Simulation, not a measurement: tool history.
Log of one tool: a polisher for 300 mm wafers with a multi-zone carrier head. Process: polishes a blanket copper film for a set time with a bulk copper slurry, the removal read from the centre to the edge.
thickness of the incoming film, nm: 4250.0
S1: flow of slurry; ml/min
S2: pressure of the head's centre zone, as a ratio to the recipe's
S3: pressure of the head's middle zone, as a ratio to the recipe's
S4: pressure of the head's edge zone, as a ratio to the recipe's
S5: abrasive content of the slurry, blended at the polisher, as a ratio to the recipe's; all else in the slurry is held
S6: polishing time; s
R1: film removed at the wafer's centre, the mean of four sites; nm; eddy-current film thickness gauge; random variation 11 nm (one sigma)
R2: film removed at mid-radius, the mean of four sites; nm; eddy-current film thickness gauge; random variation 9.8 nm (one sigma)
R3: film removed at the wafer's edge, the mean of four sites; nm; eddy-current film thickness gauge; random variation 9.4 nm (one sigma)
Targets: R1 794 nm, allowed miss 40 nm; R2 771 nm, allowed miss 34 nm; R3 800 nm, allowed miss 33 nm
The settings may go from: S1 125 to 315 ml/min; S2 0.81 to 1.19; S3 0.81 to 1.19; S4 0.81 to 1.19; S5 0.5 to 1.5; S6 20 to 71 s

run  hour   S1    S2    S3    S4    S5  S6      R1      R2      R3
  1     0  205     1     1     1     1  45  523.37     513  516.43
  2   2.9  165     1     1     1     1  45  512.56  488.19  498.45
  3  10.4  175  1.01  1.01  1.02  1.05  46  534.73  518.08  525.63
  4  13.4  175  1.09  1.01  1.02  1.05  46  544.09  518.62  525.19
  5  18.8  180  1.09  1.01  1.03   1.1  48  618.04  552.26  560.45
  6  24.2  180  1.09  1.01  1.03   1.1  56  687.21  648.15  642.65
  7  27.8  185  1.08  1.01  1.05  1.15  56  704.65  657.61  657.87
  8  36.1  190  1.07  1.01  1.07  1.15  57  716.54  658.65  684.72
  9  40.3  195  1.07  1.02  1.08  1.15  57  710.96  689.23  698.02
 10  45.1  200  1.08  1.02  1.09  1.15  57  736.37  674.18  698.59

Which of these 4 next moves meets every target?
  A  49.9  200  1.04  1.02  1.13  1.05  65   ?   ?   ?
  B  49.9  210  1.06  1.03  0.92  0.95  65   ?   ?   ?
  C  49.9  225  1.18  0.98  1.11   1.3  64   ?   ?   ?
  D  49.9  215  1.01     1  1.12   1.1  58   ?   ?   ?

move      R1      R2      R3
   A  807.38  747.19  794.72
   B  812.42  745.04  709.29
   C  943.96  754.11  819.37
   D   717.3  668.93  718.26
A: meets every target
B: nearer than the last run, and not there yet
C: brings the result that was furthest off to its target, and leaves another outside
D: as far off as the last run
The right move is A.
